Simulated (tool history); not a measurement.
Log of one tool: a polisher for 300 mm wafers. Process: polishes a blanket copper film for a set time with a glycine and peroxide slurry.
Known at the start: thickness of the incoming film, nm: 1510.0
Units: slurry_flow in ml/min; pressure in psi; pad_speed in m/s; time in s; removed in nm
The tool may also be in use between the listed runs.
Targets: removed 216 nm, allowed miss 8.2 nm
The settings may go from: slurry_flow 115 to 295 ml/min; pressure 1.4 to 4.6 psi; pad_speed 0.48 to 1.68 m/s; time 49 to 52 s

run  hour  slurry_flow  pressure  pad_speed  time  removed
  1     0          190         3       1.08    49   274.29
  2   0.6          190       2.8       1.08    49   264.26
  3   5.6          190       2.6       1.08    49   250.49
  4   9.8          190       2.6       1.18    49   264.42
  5  11.6          190       2.4       1.18    49   241.42
  6  14.1          190       2.3       1.18    49   239.03
  7  15.2          190       2.3       1.18    49   240.75
  8  21.2          190       2.2       1.18    49   230.21
  9  29.3          190       2.2       1.18    49   227.02

4 next moves are on the table. One of them brings every result within its allowed miss. Which?
  A  37.4          185       1.9       1.32    49        ?
  B  37.4          155       2.1       1.36    52        ?
  C  37.4          215       1.9       1.46    52        ?
  D  37.4          190       2.2       1.22    49        ?

move  removed
   A   217.91
   B   247.92
   C   250.37
   D    235.4
A: meets every target
B: further off than the last run
C: further off than the last run
D: further off than the last run
Move A is the one to make.
